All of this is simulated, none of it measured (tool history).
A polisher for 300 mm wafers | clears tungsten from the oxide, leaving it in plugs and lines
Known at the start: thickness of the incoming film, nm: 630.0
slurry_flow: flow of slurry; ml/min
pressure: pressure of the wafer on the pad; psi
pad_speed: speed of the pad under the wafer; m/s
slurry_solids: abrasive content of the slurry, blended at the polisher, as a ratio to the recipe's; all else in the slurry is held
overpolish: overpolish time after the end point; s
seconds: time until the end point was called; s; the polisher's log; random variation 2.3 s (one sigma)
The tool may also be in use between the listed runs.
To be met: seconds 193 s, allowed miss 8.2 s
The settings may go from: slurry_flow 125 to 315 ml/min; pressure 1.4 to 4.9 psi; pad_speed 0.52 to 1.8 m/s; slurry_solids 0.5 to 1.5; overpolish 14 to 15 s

| run | hour | slurry_flow | pressure | pad_speed | slurry_solids | overpolish | seconds |
|---|---|---|---|---|---|---|---|
| 1 | 0 | 205 | 3.1 | 1.16 | 1 | 14 | 134.02 |
| 2 | 5.5 | 205 | 2.9 | 1.16 | 1 | 14 | 143.91 |
| 3 | 10.1 | 205 | 2.8 | 1.16 | 1 | 14 | 146 |
| 4 | 13.5 | 205 | 2.7 | 1.16 | 1 | 14 | 155.33 |
| 5 | 15.3 | 205 | 3.1 | 1.16 | 1 | 14 | 135.82 |
| 6 | 22.3 | 205 | 2.9 | 1.16 | 1 | 14 | 142.17 |
| 7 | 27 | 205 | 2.8 | 1.16 | 1 | 14 | 152.93 |
| 8 | 31.3 | 205 | 2.7 | 1.16 | 1 | 14 | 151.36 |
| 9 | 38.9 | 205 | 2.6 | 1.16 | 1 | 14 | 160.56 |
| 10 | 45.2 | 205 | 2.5 | 1.16 | 1 | 14 | 166.86 |
| 11 | 51.1 | 205 | 2.4 | 1.16 | 1 | 14 | 172.86 |

5 next moves are on the table. One of them brings every result within its allowed miss. Which?
| A | 57 | 210 | 2 | 1.22 | 1 | 15 | ? |
| B | 57 | 125 | 2.3 | 1.38 | 0.85 | 15 | ? |
| C | 57 | 280 | 2.3 | 1.3 | 0.75 | 14 | ? |
| D | 57 | 195 | 1.6 | 1.38 | 0.95 | 14 | ? |
| E | 57 | 130 | 2.2 | 1.36 | 0.9 | 14 | ? |

| move | seconds |
|---|---|
| A | 192.48 |
| B | 168.62 |
| C | 164.9 |
| D | 215.76 |
| E | 174.65 |
A: meets every target
B: further off than the last run
C: further off than the last run
D: takes the result that was furthest off past its target
E: nearer than the last run, and not there yet
Move A is the one to make.

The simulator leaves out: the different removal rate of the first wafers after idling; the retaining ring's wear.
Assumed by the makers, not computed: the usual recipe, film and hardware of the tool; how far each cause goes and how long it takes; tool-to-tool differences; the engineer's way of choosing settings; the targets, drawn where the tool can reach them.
